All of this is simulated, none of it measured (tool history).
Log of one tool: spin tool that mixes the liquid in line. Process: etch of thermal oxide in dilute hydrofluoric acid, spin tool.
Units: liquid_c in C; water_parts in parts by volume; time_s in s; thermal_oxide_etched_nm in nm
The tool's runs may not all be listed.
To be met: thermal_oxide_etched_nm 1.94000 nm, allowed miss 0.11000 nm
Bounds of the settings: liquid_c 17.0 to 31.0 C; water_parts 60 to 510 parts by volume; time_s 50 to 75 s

run	day	liquid_c	water_parts	time_s	thermal_oxide_etched_nm
1	0.000	23.0	285	75	0.95282
2	0.333	24.0	265	75	1.10710
3	0.479	25.0	255	75	1.18250
4	0.833	25.0	255	75	1.18980
5	1.046	26.0	240	75	1.31050
6	1.192	26.0	240	50	0.89497
7	1.458	26.0	210	50	1.03910
8	1.596	26.5	185	50	1.24270
9	1.833	26.5	165	50	1.45490
10	1.929	26.5	155	50	1.52950
11	2.058	26.5	145	50	1.65850
12	2.429	30.0	130	50	2.11630
13	2.762	29.0	130	50	2.12410

5 next moves are on the table. One of them brings every result within its allowed miss. Which?
A	3.096	28.0	115	50	?
B	3.096	28.5	125	50	?
C	3.096	29.5	115	50	?
D	3.096	31.0	115	50	?
E	3.096	28.5	165	65	?

move	thermal_oxide_etched_nm
A	2.34890
B	2.17310
C	2.48470
D	2.62620
E	2.03370
A: further off than the last run
B: further off than the last run
C: further off than the last run
D: further off than the last run
E: meets every target
Move E is the one to make.

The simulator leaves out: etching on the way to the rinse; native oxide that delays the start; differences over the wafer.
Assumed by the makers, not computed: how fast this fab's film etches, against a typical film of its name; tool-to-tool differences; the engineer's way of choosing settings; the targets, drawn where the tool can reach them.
